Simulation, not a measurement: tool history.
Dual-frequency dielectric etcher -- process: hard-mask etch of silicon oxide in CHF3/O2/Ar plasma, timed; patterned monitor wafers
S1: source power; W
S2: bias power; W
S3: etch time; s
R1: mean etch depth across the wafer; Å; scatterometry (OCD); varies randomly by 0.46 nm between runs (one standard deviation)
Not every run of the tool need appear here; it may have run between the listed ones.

run,hour,S1,S2,S3,R1
1,0,600,159,32.5,666.6
2,5.3,600,170,32.5,681.09
3,7.2,560,170,32.5,660.27
4,11.6,560,170,34,689.81
5,20.3,600,173,34,710.67
6,28.2,600,173,32.5,677.14
7,30.7,640,178,32.5,712.16

What will run 8 give?
8,35,670,180,32.5,?

{"run 8": {"R1": 717.35}}

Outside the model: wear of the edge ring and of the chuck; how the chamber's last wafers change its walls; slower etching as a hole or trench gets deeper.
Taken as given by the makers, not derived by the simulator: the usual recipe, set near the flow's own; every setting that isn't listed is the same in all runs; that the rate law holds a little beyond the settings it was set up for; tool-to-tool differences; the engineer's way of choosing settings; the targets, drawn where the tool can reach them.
